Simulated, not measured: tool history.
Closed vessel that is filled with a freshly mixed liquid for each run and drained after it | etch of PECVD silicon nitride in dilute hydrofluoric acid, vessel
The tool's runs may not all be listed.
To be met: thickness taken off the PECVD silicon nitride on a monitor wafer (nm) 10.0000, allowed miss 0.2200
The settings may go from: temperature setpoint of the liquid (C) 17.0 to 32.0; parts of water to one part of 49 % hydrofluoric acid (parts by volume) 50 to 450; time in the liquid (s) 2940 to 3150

run,hour,temperature setpoint of the liquid (C),parts of water to one part of 49 % hydrofluoric acid (parts by volume),time in the liquid (s),thickness taken off the PECVD silicon nitride on a monitor wafer (nm)
1,0.0,24.0,250,2940,15.9730
2,5.1,24.0,165,2940,24.1610
3,9.5,27.0,165,2940,29.3340
4,16.5,24.5,190,2940,21.7400
5,21.1,22.5,205,2940,17.6960
6,23.5,21.0,215,2940,15.4590
7,30.5,17.0,270,2940,9.3510
# hour 33.7: thermometer replaced
8,33.7,17.5,270,2940,11.1110

Which of these 4 next moves meets every target?
A,36.9,18.0,290,2940,?
B,36.9,18.0,325,3065,?
C,36.9,18.5,295,2940,?
D,36.9,17.0,325,3100,?

move,thickness taken off the PECVD silicon nitride on a monitor wafer (nm)
A,10.5690
B,9.8831
C,10.7400
D,9.3701
A: nearer than the last run, and not there yet
B: meets every target
C: nearer than the last run, and not there yet
D: takes the result that was furthest off past its target
The right move is B.
